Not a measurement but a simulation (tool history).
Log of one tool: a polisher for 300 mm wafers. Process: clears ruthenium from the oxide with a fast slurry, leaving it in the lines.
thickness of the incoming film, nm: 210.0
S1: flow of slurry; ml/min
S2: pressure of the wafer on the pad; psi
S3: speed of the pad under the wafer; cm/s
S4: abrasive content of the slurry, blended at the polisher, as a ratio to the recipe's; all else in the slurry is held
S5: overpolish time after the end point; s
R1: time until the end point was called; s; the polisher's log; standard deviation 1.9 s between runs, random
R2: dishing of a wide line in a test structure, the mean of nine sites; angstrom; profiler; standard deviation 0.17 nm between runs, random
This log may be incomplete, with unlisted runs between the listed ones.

run	day	S1	S2	S3	S4	S5	R1	R2
1	0	245	1.9	98	1	12	76.79	259.75
2	0.346	195	1.9	98	1	12	78.408	236.98
3	0.533	195	1.9	98	1	17	77.643	312.64
4	0.621	220	1.9	98	1	17	76.727	316.12
5	0.646	205	1.8	94	1	14	83.879	259.76
6	1.008	170	1.8	94	1	14	85.519	260.23
7	1.104	210	1.9	86	0.9	12	92.132	205.79
8	1.179	195	2.1	78	0.8	10	98.024	170.42
9	1.496	185	2.3	72	0.75	9	99.6	147.58
10	1.667	175	2.4	68	0.7	8	107.6	125.82

Predict the results of run 11:
11	1.996	170	2.5	66	0.65	7	?	?

{"run 11": {"R1": 111.31, "R2": 108.78}}
